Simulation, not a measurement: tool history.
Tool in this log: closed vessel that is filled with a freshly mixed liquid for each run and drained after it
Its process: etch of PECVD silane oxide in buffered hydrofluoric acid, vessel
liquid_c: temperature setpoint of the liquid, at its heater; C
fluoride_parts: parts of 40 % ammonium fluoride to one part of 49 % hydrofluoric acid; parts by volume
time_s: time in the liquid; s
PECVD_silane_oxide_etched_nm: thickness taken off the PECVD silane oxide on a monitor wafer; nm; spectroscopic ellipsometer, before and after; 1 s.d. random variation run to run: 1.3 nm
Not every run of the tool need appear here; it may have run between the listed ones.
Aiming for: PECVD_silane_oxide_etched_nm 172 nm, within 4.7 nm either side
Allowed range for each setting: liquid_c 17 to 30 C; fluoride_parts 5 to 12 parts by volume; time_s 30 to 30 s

run    day  liquid_c  fluoride_parts  time_s  PECVD_silane_oxide_etched_nm
  1      0        22               7      30                        99.519
  2  0.371        22               9      30                        75.061
  3  0.675      24.5               8      30                        97.726
  4  0.708      24.5               8      30                        97.404
  5  1.083      24.5             6.5      30                         120.1
  6    1.3      26.5             6.5      30                        134.27
  7  1.433      27.5             6.5      30                        139.74
  8  1.633      28.5             6.5      30                        147.56
  9  1.858        29             6.5      30                        151.96
 10  2.054      29.5             6.5      30                        155.81
 11  2.338      29.5             6.5      30                        157.17

Of the 4 settings listed for the next run, only one would bring every result within its allowed miss of target. Which one?
  A  2.621        30             6.5      30                             ?
  B  2.621      27.5             5.5      30                             ?
  C  2.621      28.5               6      30                             ?
  D  2.621        30               6      30                             ?

move  PECVD_silane_oxide_etched_nm
   A                        160.51
   B                        162.27
   C                        158.96
   D                           172
A: nearer than the last run, and not there yet
B: nearer than the last run, and not there yet
C: nearer than the last run, and not there yet
D: each result inside its tolerance
The move that meets every target is D.
